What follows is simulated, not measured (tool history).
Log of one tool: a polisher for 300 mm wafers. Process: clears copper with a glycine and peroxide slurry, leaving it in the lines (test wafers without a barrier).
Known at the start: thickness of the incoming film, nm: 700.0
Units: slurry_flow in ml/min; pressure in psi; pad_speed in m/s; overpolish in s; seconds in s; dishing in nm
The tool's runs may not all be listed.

| run | hour | slurry_flow | pressure | pad_speed | overpolish | seconds | dishing |
|---|---|---|---|---|---|---|---|
| 1 | 0 | 185 | 3.2 | 1.16 | 13 | 87.55 | 40.897 |
| 2 | 8.3 | 190 | 3.6 | 1.18 | 12 | 78.861 | 42.013 |
| 3 | 12.1 | 190 | 4.3 | 1.18 | 12 | 68.059 | 45.111 |
| 4 | 20.1 | 170 | 4.3 | 1.18 | 12 | 69.436 | 44.089 |
| 5 | 27.4 | 170 | 4.3 | 1 | 12 | 78.144 | 41.75 |
| 6 | 30.8 | 180 | 4.5 | 1.06 | 11 | 70.51 | 41.797 |

Run 7 comes next. What will it give?
| 7 | 34.5 | 190 | 4.6 | 1.1 | 10 | ? | ? |

seconds: 66.405 s
dishing: 41.41 nm

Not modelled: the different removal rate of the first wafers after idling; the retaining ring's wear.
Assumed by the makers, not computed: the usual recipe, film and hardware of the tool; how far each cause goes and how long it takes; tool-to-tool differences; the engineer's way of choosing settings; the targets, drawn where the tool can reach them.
